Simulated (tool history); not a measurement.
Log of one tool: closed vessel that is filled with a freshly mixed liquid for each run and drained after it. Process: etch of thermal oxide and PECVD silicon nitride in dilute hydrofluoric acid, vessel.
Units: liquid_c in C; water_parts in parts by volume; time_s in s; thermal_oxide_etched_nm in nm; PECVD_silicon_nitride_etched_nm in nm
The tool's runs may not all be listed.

run  hour  liquid_c  water_parts  time_s  thermal_oxide_etched_nm  PECVD_silicon_nitride_etched_nm
  1   0.0      23.0           60     400                   33.810                           33.649
  2   6.6      23.0           60     565                   47.968                           47.631
  3  12.1      19.5           60     565                   41.556                           37.609
  4  16.9      19.5           60     705                   51.464                           46.928
  5  21.5      23.0           55     700                   64.933                           64.082
  6  26.8      23.0           55     780                   72.658                           71.873

Run 7 comes next. What will it give?
  7  33.4      25.0           50     775                        ?                                ?

{"run 7": {"thermal_oxide_etched_nm": 87.908, "PECVD_silicon_nitride_etched_nm": 89.178}}

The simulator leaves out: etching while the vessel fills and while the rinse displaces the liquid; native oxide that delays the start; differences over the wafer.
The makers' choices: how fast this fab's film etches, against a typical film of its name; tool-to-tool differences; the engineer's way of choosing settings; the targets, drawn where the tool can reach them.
